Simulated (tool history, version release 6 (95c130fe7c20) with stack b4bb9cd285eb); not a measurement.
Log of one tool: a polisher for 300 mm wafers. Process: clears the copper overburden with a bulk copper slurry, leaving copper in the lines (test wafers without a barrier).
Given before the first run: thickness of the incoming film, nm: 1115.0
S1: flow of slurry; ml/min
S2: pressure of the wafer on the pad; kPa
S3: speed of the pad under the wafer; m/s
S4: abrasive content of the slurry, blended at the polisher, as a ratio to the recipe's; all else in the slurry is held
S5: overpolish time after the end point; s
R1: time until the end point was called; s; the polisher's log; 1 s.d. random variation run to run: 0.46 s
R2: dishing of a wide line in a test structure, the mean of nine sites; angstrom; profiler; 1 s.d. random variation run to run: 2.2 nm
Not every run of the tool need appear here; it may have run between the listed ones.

run 1 hour=0.0 | S1=255 S2=17.9 S3=1.30 S4=1.00 S5=17 | R1=92.350 R2=902.48
run 2 hour=8.9 | S1=255 S2=17.9 S3=1.30 S4=1.05 S5=17 | R1=90.669 R2=928.42
run 3 hour=13.3 | S1=255 S2=14.5 S3=1.30 S4=1.05 S5=17 | R1=112.170 R2=780.39
run 4 hour=21.8 | S1=255 S2=14.5 S3=1.30 S4=1.25 S5=17 | R1=108.200 R2=788.85
run 5 hour=27.3 | S1=255 S2=14.5 S3=1.16 S4=1.25 S5=17 | R1=116.530 R2=784.61
run 6 hour=35.4 | S1=260 S2=17.2 S3=1.18 S4=1.25 S5=16 | R1=98.791 R2=837.01
run 7 hour=43.0 | S1=260 S2=19.3 S3=1.18 S4=1.25 S5=16 | R1=87.612 R2=872.31
run 8 hour=50.1 | S1=260 S2=21.4 S3=1.18 S4=1.25 S5=17 | R1=79.572 R2=983.57
run 9 hour=54.3 | S1=265 S2=22.8 S3=1.18 S4=1.25 S5=17 | R1=73.883 R2=1033.50
run 10 hour=60.5 | S1=265 S2=22.8 S3=1.18 S4=1.25 S5=17 | R1=75.248 R2=1037.30

Run 11, settings as shown, results not yet in. Your forecast:
run 11 hour=61.4 | S1=265 S2=24.1 S3=1.20 S4=1.25 S5=17 | R1=? R2=?

Logged for run 11: R1 69.843 s, R2 1096.30 angstrom.

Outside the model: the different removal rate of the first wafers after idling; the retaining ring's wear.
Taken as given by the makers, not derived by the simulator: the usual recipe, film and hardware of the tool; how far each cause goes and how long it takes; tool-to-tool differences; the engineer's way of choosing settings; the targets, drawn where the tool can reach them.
